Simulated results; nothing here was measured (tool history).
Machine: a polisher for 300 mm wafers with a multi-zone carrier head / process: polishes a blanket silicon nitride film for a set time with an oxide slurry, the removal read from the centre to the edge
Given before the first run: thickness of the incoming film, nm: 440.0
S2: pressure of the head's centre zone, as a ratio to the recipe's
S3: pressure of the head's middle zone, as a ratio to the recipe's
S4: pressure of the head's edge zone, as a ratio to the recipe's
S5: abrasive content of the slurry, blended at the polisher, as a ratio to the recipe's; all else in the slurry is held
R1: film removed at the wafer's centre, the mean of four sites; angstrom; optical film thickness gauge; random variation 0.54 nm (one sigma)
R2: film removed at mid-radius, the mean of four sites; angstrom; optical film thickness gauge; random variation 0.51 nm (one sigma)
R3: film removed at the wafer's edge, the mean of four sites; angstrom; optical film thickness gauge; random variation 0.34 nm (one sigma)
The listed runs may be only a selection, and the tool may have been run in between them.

run 1 hour=0 | flow_of_slurry_(ml/min)=260 S2=1 S3=1 S4=1 S5=1 polishing_time_(s)=77 | R1=802.55 R2=774.23 R3=750.96
run 2 hour=4.8 | flow_of_slurry_(ml/min)=260 S2=1.01 S3=1 S4=0.97 S5=0.85 polishing_time_(s)=69 | R1=626.33 R2=610.67 R3=607.18
run 3 hour=5.5 | flow_of_slurry_(ml/min)=270 S2=1.06 S3=1.03 S4=0.93 S5=0.75 polishing_time_(s)=65 | R1=573.98 R2=539.63 R3=519.11
run 4 hour=10.3 | flow_of_slurry_(ml/min)=270 S2=1.06 S3=0.95 S4=0.93 S5=0.75 polishing_time_(s)=65 | R1=590.81 R2=534.83 R3=517.13
run 5 hour=15.1 | flow_of_slurry_(ml/min)=280 S2=1.07 S3=0.97 S4=0.9 S5=0.7 polishing_time_(s)=63 | R1=549.8 R2=495.08 R3=472.82
run 6 hour=20.6 | flow_of_slurry_(ml/min)=285 S2=1.07 S3=0.99 S4=0.88 S5=0.65 polishing_time_(s)=62 | R1=506.12 R2=467.99 R3=435.18
run 7 hour=26.9 | flow_of_slurry_(ml/min)=285 S2=1.07 S3=0.99 S4=0.88 S5=0.65 polishing_time_(s)=62 | R1=506.37 R2=470.58 R3=431.07
run 8 hour=27.5 | flow_of_slurry_(ml/min)=285 S2=1.07 S3=0.99 S4=0.88 S5=0.65 polishing_time_(s)=62 | R1=511.61 R2=472.34 R3=435.25
run 9 hour=35.6 | flow_of_slurry_(ml/min)=280 S2=1.07 S3=0.98 S4=0.87 S5=0.6 polishing_time_(s)=62 | R1=485.95 R2=426.98 R3=403.53

For run 10, what comes out?
run 10 hour=36.8 | flow_of_slurry_(ml/min)=275 S2=1.06 S3=1 S4=0.85 S5=0.6 polishing_time_(s)=62 | R1=? R2=? R3=?

{"run 10": {"R1": 480.25, "R2": 440.29, "R3": 402.16}}
